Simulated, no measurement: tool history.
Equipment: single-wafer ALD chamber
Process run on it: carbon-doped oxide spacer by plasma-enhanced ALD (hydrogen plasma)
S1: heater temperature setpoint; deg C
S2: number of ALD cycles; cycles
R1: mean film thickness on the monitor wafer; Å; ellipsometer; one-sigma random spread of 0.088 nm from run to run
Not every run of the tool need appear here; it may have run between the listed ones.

{"run": 1, "hour": 0.0, "S1": 390, "S2": 640, "R1": 316.44}
{"run": 2, "hour": 4.2, "S1": 390, "S2": 588, "R1": 289.8}
{"run": 3, "hour": 10.7, "S1": 390, "S2": 608, "R1": 299.75}
{"run": 4, "hour": 14.2, "S1": 390, "S2": 625, "R1": 307.43}
{"run": 5, "hour": 19.2, "S1": 383, "S2": 625, "R1": 307.98}
{"run": 6, "hour": 19.8, "S1": 387, "S2": 625, "R1": 309.01}
{"run": 7, "hour": 25.0, "S1": 387, "S2": 640, "R1": 315.84}
{"run": 8, "hour": 25.9, "S1": 387, "S2": 653, "R1": 322.82}
{"run": 9, "hour": 28.4, "S1": 387, "S2": 664, "R1": 328}
{"run": 10, "hour": 29.5, "S1": 387, "S2": 674, "R1": 332.72}
{"run": 11, "hour": 33.7, "S1": 387, "S2": 684, "R1": 337.97}
{"run": 12, "hour": 39.9, "S1": 387, "S2": 692, "R1": 340.86}

What will run 13 give?
{"run": 13, "hour": 41.1, "S1": 387, "S2": 700, "R1": "?"}

For run 13 the tool returned R1 346.97 Å.

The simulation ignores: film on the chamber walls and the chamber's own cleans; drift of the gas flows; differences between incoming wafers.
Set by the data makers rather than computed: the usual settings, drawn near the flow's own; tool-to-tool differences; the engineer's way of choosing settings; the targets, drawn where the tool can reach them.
